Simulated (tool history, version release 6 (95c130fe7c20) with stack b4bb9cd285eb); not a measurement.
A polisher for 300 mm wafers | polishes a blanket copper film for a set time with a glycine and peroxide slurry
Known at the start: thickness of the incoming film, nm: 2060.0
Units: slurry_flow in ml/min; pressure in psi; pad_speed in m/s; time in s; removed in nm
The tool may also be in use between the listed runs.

{"run": 1, "hour": 0.0, "slurry_flow": 210, "pressure": 3.4, "pad_speed": 0.78, "time": 130, "removed": 604.67}
{"run": 2, "hour": 2.1, "slurry_flow": 235, "pressure": 3.4, "pad_speed": 0.78, "time": 130, "removed": 618.3}
{"run": 3, "hour": 7.8, "slurry_flow": 235, "pressure": 3.7, "pad_speed": 0.78, "time": 130, "removed": 624.53}
{"run": 4, "hour": 11.2, "slurry_flow": 235, "pressure": 3.7, "pad_speed": 0.84, "time": 130, "removed": 683.52}
{"run": 5, "hour": 16.6, "slurry_flow": 235, "pressure": 4.0, "pad_speed": 0.86, "time": 130, "removed": 718.77}
{"run": 6, "hour": 22.9, "slurry_flow": 235, "pressure": 4.2, "pad_speed": 0.88, "time": 130, "removed": 747.09}

Run 7 comes next. What will it give?
{"run": 7, "hour": 31.8, "slurry_flow": 235, "pressure": 4.4, "pad_speed": 0.9, "time": 130, "removed": "?"}

removed: 795.89 nm
